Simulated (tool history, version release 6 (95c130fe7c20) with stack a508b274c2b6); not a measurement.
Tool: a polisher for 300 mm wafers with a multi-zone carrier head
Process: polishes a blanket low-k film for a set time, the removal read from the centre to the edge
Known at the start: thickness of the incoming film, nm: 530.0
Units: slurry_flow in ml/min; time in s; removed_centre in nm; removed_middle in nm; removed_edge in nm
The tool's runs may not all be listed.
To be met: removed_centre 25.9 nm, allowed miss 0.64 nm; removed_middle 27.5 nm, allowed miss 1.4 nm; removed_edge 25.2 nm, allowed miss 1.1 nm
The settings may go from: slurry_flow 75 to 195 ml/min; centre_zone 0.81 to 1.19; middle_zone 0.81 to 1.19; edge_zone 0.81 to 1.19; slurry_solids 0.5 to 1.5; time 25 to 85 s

Run 1, hour 0: slurry_flow 125 ml/min, centre_zone 1, middle_zone 1, edge_zone 1, slurry_solids 1, time 55 s. Result: removed_centre 22.065 nm, removed_middle 21.88 nm, removed_edge 22.408 nm.
Run 2, hour 7: slurry_flow 130 ml/min, centre_zone 1, middle_zone 1.01, edge_zone 1, slurry_solids 1, time 55 s. Result: removed_centre 22.388 nm, removed_middle 23.295 nm, removed_edge 22.673 nm.
Run 3, hour 12.7: slurry_flow 135 ml/min, centre_zone 1, middle_zone 1.01, edge_zone 1.01, slurry_solids 1, time 55 s. Result: removed_centre 22.117 nm, removed_middle 22.825 nm, removed_edge 23.294 nm.
Run 4, hour 15.3: slurry_flow 140 ml/min, centre_zone 1.01, middle_zone 1.02, edge_zone 1, slurry_solids 1, time 55 s. Result: removed_centre 22.967 nm, removed_middle 22.76 nm, removed_edge 22.565 nm.
Run 5, hour 19.5: slurry_flow 140 ml/min, centre_zone 1.01, middle_zone 1.02, edge_zone 1, slurry_solids 1, time 44 s. Result: removed_centre 18.349 nm, removed_middle 18.598 nm, removed_edge 18.298 nm.
Run 6, hour 26: slurry_flow 140 ml/min, centre_zone 1.01, middle_zone 1.02, edge_zone 0.96, slurry_solids 1, time 44 s. Result: removed_centre 18.38 nm, removed_middle 17.971 nm, removed_edge 17.38 nm.
Run 7, hour 27.4: slurry_flow 175 ml/min, centre_zone 1.11, middle_zone 1.12, edge_zone 1.06, slurry_solids 1.25, time 45 s. Result: removed_centre 24.54 nm, removed_middle 24.112 nm, removed_edge 22.244 nm.
Run 8, hour 36.3: slurry_flow 175 ml/min, centre_zone 1.11, middle_zone 1.12, edge_zone 1.06, slurry_solids 1.25, time 45 s. Result: removed_centre 24.611 nm, removed_middle 24.346 nm, removed_edge 22.518 nm.
Run 9, hour 44.8: slurry_flow 175 ml/min, centre_zone 1.11, middle_zone 1.13, edge_zone 1.07, slurry_solids 1.25, time 45 s. Result: removed_centre 24.616 nm, removed_middle 24.424 nm, removed_edge 22.548 nm.
Run 10, hour 51.6: slurry_flow 175 ml/min, centre_zone 1.11, middle_zone 1.14, edge_zone 1.08, slurry_solids 1.25, time 45 s. Result: removed_centre 24.706 nm, removed_middle 23.866 nm, removed_edge 22.775 nm.
Run 11, hour 59.8: slurry_flow 175 ml/min, centre_zone 1.1, middle_zone 1.14, edge_zone 1.08, slurry_solids 1.25, time 45 s. Result: removed_centre 24.422 nm, removed_middle 24.308 nm, removed_edge 22.787 nm.
Run 12, hour 66.4: slurry_flow 175 ml/min, centre_zone 1.1, middle_zone 1.15, edge_zone 1.08, slurry_solids 1.25, time 45 s. Result: removed_centre 24.153 nm, removed_middle 24.775 nm, removed_edge 21.923 nm.

Which of these 5 next moves meets every target?
Run A, hour 73: slurry_flow 195 ml/min, centre_zone 1, middle_zone 1.1, edge_zone 1.11, slurry_solids 1.35, time 51 s. Result: removed_centre ?, removed_middle ?, removed_edge ?.
Run B, hour 73: slurry_flow 120 ml/min, centre_zone 1.05, middle_zone 1.12, edge_zone 1.02, slurry_solids 1.4, time 52 s. Result: removed_centre ?, removed_middle ?, removed_edge ?.
Run C, hour 73: slurry_flow 155 ml/min, centre_zone 1.18, middle_zone 1.18, edge_zone 1.04, slurry_solids 1.1, time 42 s. Result: removed_centre ?, removed_middle ?, removed_edge ?.
Run D, hour 73: slurry_flow 125 ml/min, centre_zone 0.95, middle_zone 0.89, edge_zone 1.19, slurry_solids 1.35, time 50 s. Result: removed_centre ?, removed_middle ?, removed_edge ?.
Run E, hour 73: slurry_flow 185 ml/min, centre_zone 0.99, middle_zone 1.19, edge_zone 1.04, slurry_solids 1.25, time 52 s. Result: removed_centre ?, removed_middle ?, removed_edge ?.

move  removed_centre  removed_middle  removed_edge
   A          26.128          29.067        27.572
   B          25.823          28.074        25.866
   C          21.896           21.97        19.235
   D          22.258          22.063        26.483
   E          25.191          30.307        26.106
A: takes the result that was furthest off past its target
B: meets every target
C: further off than the last run
D: takes the result that was furthest off past its target
E: brings the result that was furthest off to its target, and leaves another outside
The right move is B.
